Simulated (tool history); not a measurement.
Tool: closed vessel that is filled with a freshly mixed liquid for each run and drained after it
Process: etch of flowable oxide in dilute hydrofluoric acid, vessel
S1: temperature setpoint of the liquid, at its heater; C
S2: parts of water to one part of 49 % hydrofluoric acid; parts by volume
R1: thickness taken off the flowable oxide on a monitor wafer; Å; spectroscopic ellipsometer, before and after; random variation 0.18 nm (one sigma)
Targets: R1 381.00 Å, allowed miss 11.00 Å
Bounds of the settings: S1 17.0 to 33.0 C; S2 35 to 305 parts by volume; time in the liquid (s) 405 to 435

run 1 day=0.000 | S1=25.0 S2=170 time_in_the_liquid_(s)=405 | R1=614.05
run 2 day=0.104 | S1=25.0 S2=135 time_in_the_liquid_(s)=405 | R1=801.53
run 3 day=0.454 | S1=25.0 S2=110 time_in_the_liquid_(s)=405 | R1=1014.40
run 4 day=0.717 | S1=26.5 S2=110 time_in_the_liquid_(s)=405 | R1=1082.60
run 5 day=0.771 | S1=24.5 S2=125 time_in_the_liquid_(s)=405 | R1=858.92
run 6 day=0.962 | S1=23.0 S2=135 time_in_the_liquid_(s)=405 | R1=744.57
run 7 day=1.300 | S1=22.0 S2=145 time_in_the_liquid_(s)=405 | R1=656.92
run 8 day=1.629 | S1=21.0 S2=155 time_in_the_liquid_(s)=405 | R1=591.49
run 9 day=1.954 | S1=20.5 S2=160 time_in_the_liquid_(s)=405 | R1=554.37
run 10 day=2.058 | S1=20.0 S2=165 time_in_the_liquid_(s)=405 | R1=519.64
run 11 day=2.442 | S1=19.5 S2=170 time_in_the_liquid_(s)=405 | R1=496.27
run 12 day=2.517 | S1=19.0 S2=175 time_in_the_liquid_(s)=405 | R1=469.02
run 13 day=2.846 | S1=18.5 S2=180 time_in_the_liquid_(s)=405 | R1=443.29
run 14 day=2.967 | S1=18.0 S2=185 time_in_the_liquid_(s)=405 | R1=425.33
run 15 day=3.021 | S1=17.5 S2=190 time_in_the_liquid_(s)=405 | R1=402.81

Which of these 4 next moves meets every target?
run A day=3.075 | S1=17.0 S2=180 time_in_the_liquid_(s)=405 | R1=?
run B day=3.075 | S1=17.0 S2=205 time_in_the_liquid_(s)=425 | R1=?
run C day=3.075 | S1=17.0 S2=190 time_in_the_liquid_(s)=410 | R1=?
run D day=3.075 | S1=17.0 S2=195 time_in_the_liquid_(s)=430 | R1=?

move=A R1=422.48
move=B R1=380.40
move=C R1=401.43
move=D R1=408.33
A: further off than the last run
B: meets every target
C: nearer than the last run, and not there yet
D: further off than the last run
Move B is the one to make.
